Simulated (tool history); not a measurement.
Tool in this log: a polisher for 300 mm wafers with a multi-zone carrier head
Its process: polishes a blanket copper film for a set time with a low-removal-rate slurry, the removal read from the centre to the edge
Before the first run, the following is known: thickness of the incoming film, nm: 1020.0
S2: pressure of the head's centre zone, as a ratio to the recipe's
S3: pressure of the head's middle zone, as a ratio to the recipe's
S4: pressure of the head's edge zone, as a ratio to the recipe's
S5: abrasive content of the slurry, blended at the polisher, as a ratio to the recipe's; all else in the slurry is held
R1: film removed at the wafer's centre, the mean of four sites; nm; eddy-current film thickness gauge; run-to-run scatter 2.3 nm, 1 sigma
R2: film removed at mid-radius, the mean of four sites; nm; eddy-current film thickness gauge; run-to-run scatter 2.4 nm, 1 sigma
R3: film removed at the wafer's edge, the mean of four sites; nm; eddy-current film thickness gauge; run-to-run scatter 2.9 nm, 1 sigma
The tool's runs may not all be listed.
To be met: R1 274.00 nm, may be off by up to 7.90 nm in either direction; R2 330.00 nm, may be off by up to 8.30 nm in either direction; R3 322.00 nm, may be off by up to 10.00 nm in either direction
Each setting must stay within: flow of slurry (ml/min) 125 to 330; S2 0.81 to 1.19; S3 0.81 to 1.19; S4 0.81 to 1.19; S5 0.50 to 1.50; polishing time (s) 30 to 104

{"run": 1, "hour": 0.0, "flow of slurry (ml/min)": 210, "S2": 1.0, "S3": 1.0, "S4": 1.0, "S5": 1.0, "polishing time (s)": 67, "R1": 271.03, "R2": 266.19, "R3": 264.2}
{"run": 2, "hour": 2.5, "flow of slurry (ml/min)": 210, "S2": 1.0, "S3": 1.0, "S4": 0.92, "S5": 1.0, "polishing time (s)": 67, "R1": 269.6, "R2": 267.29, "R3": 254.63}
{"run": 3, "hour": 8.5, "flow of slurry (ml/min)": 210, "S2": 1.0, "S3": 1.0, "S4": 0.92, "S5": 1.0, "polishing time (s)": 73, "R1": 297.25, "R2": 291.92, "R3": 279.36}
{"run": 4, "hour": 13.1, "flow of slurry (ml/min)": 160, "S2": 1.0, "S3": 1.0, "S4": 0.92, "S5": 1.0, "polishing time (s)": 73, "R1": 282.34, "R2": 280.94, "R3": 273.48}
{"run": 5, "hour": 17.6, "flow of slurry (ml/min)": 160, "S2": 1.0, "S3": 1.03, "S4": 0.92, "S5": 1.0, "polishing time (s)": 73, "R1": 283.26, "R2": 286.98, "R3": 274.57}
{"run": 6, "hour": 22.8, "flow of slurry (ml/min)": 170, "S2": 0.98, "S3": 1.05, "S4": 0.96, "S5": 1.05, "polishing time (s)": 73, "R1": 278.47, "R2": 295.99, "R3": 281.64}
{"run": 7, "hour": 27.0, "flow of slurry (ml/min)": 170, "S2": 0.98, "S3": 1.05, "S4": 0.96, "S5": 1.05, "polishing time (s)": 73, "R1": 280.76, "R2": 300.33, "R3": 276.93}
{"run": 8, "hour": 31.2, "flow of slurry (ml/min)": 170, "S2": 0.96, "S3": 1.04, "S4": 1.0, "S5": 1.1, "polishing time (s)": 74, "R1": 286.1, "R2": 305.93, "R3": 294.29}
{"run": 9, "hour": 32.8, "flow of slurry (ml/min)": 175, "S2": 0.94, "S3": 1.05, "S4": 1.02, "S5": 1.1, "polishing time (s)": 74, "R1": 278.85, "R2": 307.6, "R3": 293.95}
{"run": 10, "hour": 41.8, "flow of slurry (ml/min)": 175, "S2": 0.93, "S3": 1.06, "S4": 1.05, "S5": 1.1, "polishing time (s)": 74, "R1": 275.33, "R2": 308.06, "R3": 297.16}
{"run": 11, "hour": 45.9, "flow of slurry (ml/min)": 180, "S2": 0.92, "S3": 1.07, "S4": 1.07, "S5": 1.1, "polishing time (s)": 74, "R1": 272.68, "R2": 314.68, "R3": 299.3}
{"run": 12, "hour": 53.0, "flow of slurry (ml/min)": 185, "S2": 0.91, "S3": 1.07, "S4": 1.09, "S5": 1.1, "polishing time (s)": 74, "R1": 273.97, "R2": 316.84, "R3": 304.93}
{"run": 13, "hour": 53.8, "flow of slurry (ml/min)": 190, "S2": 0.9, "S3": 1.07, "S4": 1.1, "S5": 1.1, "polishing time (s)": 74, "R1": 275.2, "R2": 316.01, "R3": 303.58}
{"run": 14, "hour": 61.0, "flow of slurry (ml/min)": 190, "S2": 0.89, "S3": 1.07, "S4": 1.11, "S5": 1.15, "polishing time (s)": 74, "R1": 267.19, "R2": 322.01, "R3": 308.03}
{"run": 15, "hour": 65.5, "flow of slurry (ml/min)": 195, "S2": 0.89, "S3": 1.07, "S4": 1.12, "S5": 1.15, "polishing time (s)": 74, "R1": 271.99, "R2": 323.44, "R3": 309.57}
{"run": 16, "hour": 70.2, "flow of slurry (ml/min)": 195, "S2": 0.89, "S3": 1.07, "S4": 1.13, "S5": 1.15, "polishing time (s)": 74, "R1": 274.99, "R2": 325.24, "R3": 315.34}
{"run": 17, "hour": 72.8, "flow of slurry (ml/min)": 195, "S2": 0.89, "S3": 1.07, "S4": 1.14, "S5": 1.15, "polishing time (s)": 74, "R1": 272.61, "R2": 321.8, "R3": 316.18}

Next run, 4 choices. One meets every target within its allowed miss, the rest don't. Which?
{"run": "A", "hour": 75.4, "flow of slurry (ml/min)": 225, "S2": 0.95, "S3": 1.07, "S4": 1.06, "S5": 1.0, "polishing time (s)": 75, "R1": "?", "R2": "?", "R3": "?"}
{"run": "B", "hour": 75.4, "flow of slurry (ml/min)": 185, "S2": 0.89, "S3": 1.09, "S4": 1.18, "S5": 1.3, "polishing time (s)": 73, "R1": "?", "R2": "?", "R3": "?"}
{"run": "C", "hour": 75.4, "flow of slurry (ml/min)": 205, "S2": 0.91, "S3": 1.15, "S4": 1.14, "S5": 1.2, "polishing time (s)": 71, "R1": "?", "R2": "?", "R3": "?"}
{"run": "D", "hour": 75.4, "flow of slurry (ml/min)": 210, "S2": 0.88, "S3": 1.04, "S4": 1.15, "S5": 1.2, "polishing time (s)": 72, "R1": "?", "R2": "?", "R3": "?"}

move=A R1=288.20 R2=318.85 R3=303.25
move=B R1=273.37 R2=329.04 R3=321.48
move=C R1=270.43 R2=332.63 R3=305.37
move=D R1=265.77 R2=310.45 R3=311.75
A: moves away from the targets compared with the last run
B: in spec on every target
C: the furthest-off result lands on target, but another misses its tolerance
D: moves away from the targets compared with the last run
Correct choice: B, which meets every target
